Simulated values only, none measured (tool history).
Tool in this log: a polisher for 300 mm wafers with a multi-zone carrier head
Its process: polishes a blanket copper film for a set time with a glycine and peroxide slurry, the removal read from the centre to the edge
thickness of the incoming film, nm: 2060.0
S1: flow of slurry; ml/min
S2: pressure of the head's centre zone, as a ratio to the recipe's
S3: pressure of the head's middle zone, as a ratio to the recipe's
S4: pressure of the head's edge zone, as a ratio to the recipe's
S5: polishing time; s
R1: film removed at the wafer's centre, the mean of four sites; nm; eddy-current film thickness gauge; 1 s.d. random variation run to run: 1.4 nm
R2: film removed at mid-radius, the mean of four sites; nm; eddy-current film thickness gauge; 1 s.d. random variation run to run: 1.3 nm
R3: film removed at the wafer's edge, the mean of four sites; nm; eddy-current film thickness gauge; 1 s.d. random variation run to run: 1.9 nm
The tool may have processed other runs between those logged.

run 1 day=0 | S1=240 S2=1 S3=1 S4=1 S5=45 | R1=239.76 R2=243.71 R3=239.44
run 2 day=0.15 | S1=240 S2=1 S3=1 S4=1 S5=36 | R1=189.47 R2=196.76 R3=192.06
run 3 day=0.212 | S1=240 S2=1 S3=1 S4=0.94 S5=36 | R1=190.3 R2=198.64 R3=189.4
run 4 day=0.492 | S1=280 S2=1 S3=1 S4=0.94 S5=36 | R1=194.86 R2=198.28 R3=192.03
-- day=0.588 slurry nozzle cleaned
run 5 day=0.588 | S1=275 S2=1 S3=0.98 S4=0.93 S5=34 | R1=187.11 R2=187.76 R3=181.67
run 6 day=0.746 | S1=275 S2=1 S3=0.93 S4=0.93 S5=34 | R1=186.24 R2=179.77 R3=174.3
run 7 day=0.996 | S1=275 S2=0.98 S3=0.91 S4=0.94 S5=33 | R1=175.09 R2=171.14 R3=176.95

The next listed run, before its measurement:
run 8 day=1.117 | S1=265 S2=0.97 S3=0.9 S4=0.91 S5=32 | R1=? R2=? R3=?

{"run 8": {"R1": 166.74, "R2": 167.89, "R3": 169.69}}
